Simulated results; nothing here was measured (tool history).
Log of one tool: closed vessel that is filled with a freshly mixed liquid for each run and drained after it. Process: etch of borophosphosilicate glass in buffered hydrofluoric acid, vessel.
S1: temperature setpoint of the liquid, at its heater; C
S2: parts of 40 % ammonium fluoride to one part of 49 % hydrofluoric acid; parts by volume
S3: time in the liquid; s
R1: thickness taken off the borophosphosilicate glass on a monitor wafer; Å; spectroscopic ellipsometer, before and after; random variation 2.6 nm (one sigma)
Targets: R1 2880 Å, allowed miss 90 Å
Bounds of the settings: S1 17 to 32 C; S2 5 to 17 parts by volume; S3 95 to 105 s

run 1 hour=0 | S1=24 S2=10.5 S3=95 | R1=1417.8
run 2 hour=2.9 | S1=24 S2=12.5 S3=95 | R1=1207.6
run 3 hour=9.2 | S1=24 S2=12.5 S3=95 | R1=1221.9
run 4 hour=11.3 | S1=24 S2=12.5 S3=95 | R1=1186.4
run 5 hour=16.2 | S1=24 S2=12.5 S3=105 | R1=1347.8
run 6 hour=18.3 | S1=24 S2=12.5 S3=95 | R1=1203.1
run 7 hour=19 | S1=25.5 S2=11.5 S3=95 | R1=1429.5
run 8 hour=25.7 | S1=27 S2=10.5 S3=95 | R1=1676.1
-- hour=26.2 thermometer replaced
run 9 hour=26.2 | S1=28 S2=10 S3=95 | R1=1721
run 10 hour=29.8 | S1=29 S2=9 S3=95 | R1=1958.7
run 11 hour=32.1 | S1=29 S2=9 S3=95 | R1=1938.6
run 12 hour=32.8 | S1=29.5 S2=8 S3=95 | R1=2282.3
run 13 hour=36.7 | S1=29.5 S2=8 S3=95 | R1=2249.3
run 14 hour=44.8 | S1=30 S2=7.5 S3=95 | R1=2492.6
run 15 hour=50 | S1=30.5 S2=7.5 S3=95 | R1=2592.4
run 16 hour=54.9 | S1=31 S2=7.5 S3=95 | R1=2631.7
run 17 hour=58.4 | S1=31.5 S2=7.5 S3=95 | R1=2745.8
run 18 hour=61.6 | S1=32 S2=7.5 S3=95 | R1=2792.7
run 19 hour=64 | S1=32 S2=7 S3=95 | R1=2997

4 next moves are on the table. One of them brings every result within its allowed miss. Which?
run A hour=66.4 | S1=31.5 S2=6.5 S3=95 | R1=?
run B hour=66.4 | S1=31.5 S2=7 S3=105 | R1=?
run C hour=66.4 | S1=32 S2=7 S3=100 | R1=?
run D hour=66.4 | S1=31 S2=7 S3=95 | R1=?

move=A R1=3115.6
move=B R1=3226.2
move=C R1=3152.3
move=D R1=2844.9
A: further off than the last run
B: further off than the last run
C: further off than the last run
D: meets every target
The right move is D.
